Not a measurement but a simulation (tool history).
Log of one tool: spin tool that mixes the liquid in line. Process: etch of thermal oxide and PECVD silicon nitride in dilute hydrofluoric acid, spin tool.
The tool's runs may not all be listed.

run  hour  temperature setpoint of the liquid (K)  parts of water to one part of 49 % hydrofluoric acid (parts by volume)  time under the liquid (s)  thickness taken off the thermal oxide on a monitor wafer (Å)  thickness taken off the PECVD silicon nitride on a monitor wafer (Å)
  1   0.0                                  296.15                                                                     255                        180                                                        24.445                                                                11.273
  2   0.6                                  296.15                                                                     255                        250                                                        35.511                                                                15.369
  3   3.5                                  297.65                                                                     220                        250                                                        44.224                                                                19.869
  4   8.4                                  297.65                                                                     145                        250                                                        70.762                                                                30.257
  5  14.0                                  297.65                                                                     145                        185                                                        53.349                                                                22.806
  6  20.7                                  298.65                                                                     125                        185                                                        65.788                                                                27.318
  7  27.3                                  299.65                                                                     120                        185                                                        72.194                                                                31.151
  8  33.9                                  303.15                                                                      45                        180                                                       232.380                                                                98.675

The next listed run, before its measurement:
  9  34.4                                  299.15                                                                      90                        215                                                             ?                                                                     ?

Run 9 gave thickness taken off the thermal oxide on a monitor wafer (Å) 111.400, thickness taken off the PECVD silicon nitride on a monitor wafer (Å) 45.549.
